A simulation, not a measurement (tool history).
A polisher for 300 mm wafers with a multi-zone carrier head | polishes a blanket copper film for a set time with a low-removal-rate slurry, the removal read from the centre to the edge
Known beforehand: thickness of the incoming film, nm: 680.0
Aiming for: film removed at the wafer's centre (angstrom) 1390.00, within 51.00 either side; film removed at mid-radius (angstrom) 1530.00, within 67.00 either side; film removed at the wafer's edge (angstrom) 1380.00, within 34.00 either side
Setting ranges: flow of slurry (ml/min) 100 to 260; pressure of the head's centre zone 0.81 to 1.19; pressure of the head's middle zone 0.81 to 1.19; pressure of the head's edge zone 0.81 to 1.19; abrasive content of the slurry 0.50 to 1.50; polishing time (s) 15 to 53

run	hour	flow of slurry (ml/min)	pressure of the head's centre zone	pressure of the head's middle zone	pressure of the head's edge zone	abrasive content of the slurry	polishing time (s)	film removed at the wafer's centre (angstrom)	film removed at mid-radius (angstrom)	film removed at the wafer's edge (angstrom)
1	0.0	165	1.00	1.00	1.00	1.00	34	909.34	880.04	907.66
2	6.3	180	1.01	1.06	1.03	1.15	36	1009.00	1040.40	1007.80
3	11.4	180	1.01	1.06	1.03	0.95	36	977.49	999.01	967.22
4	18.1	190	1.02	1.09	1.06	1.10	38	1068.50	1119.70	1090.50
5	19.9	205	1.04	1.12	1.07	1.20	39	1144.70	1207.80	1145.30
6	24.4	215	1.05	1.14	1.08	1.30	40	1207.00	1309.40	1211.50
7	31.6	220	1.06	1.15	1.09	1.35	41	1268.50	1361.50	1250.10
8	34.8	225	1.06	1.16	1.10	1.40	42	1307.50	1390.70	1303.90

Which of these 5 next moves meets every target?
A	38.0	220	1.06	1.19	1.12	1.40	45	?	?	?
B	38.0	205	0.97	0.95	1.19	1.45	43	?	?	?
C	38.0	255	1.15	1.01	1.06	1.35	41	?	?	?
D	38.0	225	1.14	1.05	1.12	1.50	40	?	?	?
E	38.0	240	1.11	1.02	1.11	1.45	43	?	?	?

move	film removed at the wafer's centre (angstrom)	film removed at mid-radius (angstrom)	film removed at the wafer's edge (angstrom)
A	1426.10	1560.90	1390.30
B	1276.30	1226.90	1369.60
C	1391.70	1250.60	1247.70
D	1352.80	1265.70	1257.00
E	1431.70	1330.50	1346.20
A: every result within its allowed miss
B: corrects the largest miss of the last run, while another result sits out of spec
C: its largest miss is bigger than the last run's
D: its largest miss is bigger than the last run's
E: corrects the largest miss of the last run, while another result sits out of spec
Move A is the one to make.
